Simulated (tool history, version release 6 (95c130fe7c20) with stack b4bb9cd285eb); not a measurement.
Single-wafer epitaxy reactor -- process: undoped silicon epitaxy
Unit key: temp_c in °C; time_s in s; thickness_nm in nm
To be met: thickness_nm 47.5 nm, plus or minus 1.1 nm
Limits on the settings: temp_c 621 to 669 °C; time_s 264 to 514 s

Run 1, day 0: temp_c 645 °C, time_s 389 s. Result: thickness_nm 66.812 nm.
Run 2, day 0.175: temp_c 643 °C, time_s 389 s. Result: thickness_nm 64.152 nm.
Run 3, day 0.262: temp_c 641 °C, time_s 389 s. Result: thickness_nm 60.82 nm.
Run 4, day 0.433: temp_c 635 °C, time_s 389 s. Result: thickness_nm 52.021 nm.
Run 5, day 0.812: temp_c 625 °C, time_s 389 s. Result: thickness_nm 40.238 nm.
Run 6, day 0.908: temp_c 626 °C, time_s 389 s. Result: thickness_nm 41.271 nm.
Run 7, day 1.138: temp_c 627 °C, time_s 389 s. Result: thickness_nm 42.435 nm.
Run 8, day 1.325: temp_c 628 °C, time_s 389 s. Result: thickness_nm 43.667 nm.
Run 9, day 1.575: temp_c 630 °C, time_s 389 s. Result: thickness_nm 45.811 nm.

Next run, 4 choices. One meets every target within its allowed miss, the rest don't. Which?
Run A, day 1.825: temp_c 630 °C, time_s 382 s. Result: thickness_nm ?.
Run B, day 1.825: temp_c 628 °C, time_s 398 s. Result: thickness_nm ?.
Run C, day 1.825: temp_c 633 °C, time_s 369 s. Result: thickness_nm ?.
Run D, day 1.825: temp_c 628 °C, time_s 396 s. Result: thickness_nm ?.

move  thickness_nm
   A        44.871
   B        44.369
   C        46.856
   D        44.146
A: lands further from the targets than the last run did
B: lands further from the targets than the last run did
C: every result within its allowed miss
D: lands further from the targets than the last run did
Answer: C
